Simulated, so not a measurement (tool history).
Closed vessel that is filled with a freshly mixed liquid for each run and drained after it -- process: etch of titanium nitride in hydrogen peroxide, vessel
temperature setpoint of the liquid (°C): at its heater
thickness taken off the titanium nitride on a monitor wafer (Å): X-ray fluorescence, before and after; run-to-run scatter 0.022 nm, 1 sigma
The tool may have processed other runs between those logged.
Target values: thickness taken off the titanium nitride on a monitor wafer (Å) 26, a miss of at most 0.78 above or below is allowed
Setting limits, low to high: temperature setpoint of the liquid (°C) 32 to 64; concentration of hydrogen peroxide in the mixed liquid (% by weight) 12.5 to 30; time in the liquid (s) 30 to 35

run,hour,temperature setpoint of the liquid (°C),concentration of hydrogen peroxide in the mixed liquid (% by weight),time in the liquid (s),thickness taken off the titanium nitride on a monitor wafer (Å)
1,0,48,24.5,35,19.015
2,8.4,48,24.5,30,16.346
3,17.2,49,24.5,30,18.01
4,24.1,49,24.5,30,17.648
5,27.4,49,20.5,30,17.261
6,35.2,49,20.5,35,19.749
7,44.2,53.5,20.5,35,27.632
8,47,53.5,20.5,35,27.629
9,50.2,53.5,20.5,35,27.289

Pick the move, out of 4, that brings all results within their allowed miss; only one does.
A,53.4,56,19,30,?
B,53.4,54,27.5,30,?
C,53.4,55.5,22,30,?
D,53.4,53.5,22,35,?

move,thickness taken off the titanium nitride on a monitor wafer (Å)
A,27.762
B,26.145
C,27.668
D,28.047
A: its largest miss is bigger than the last run's
B: every result lands within tolerance
C: its largest miss is bigger than the last run's
D: its largest miss is bigger than the last run's
Move B is the one to make.
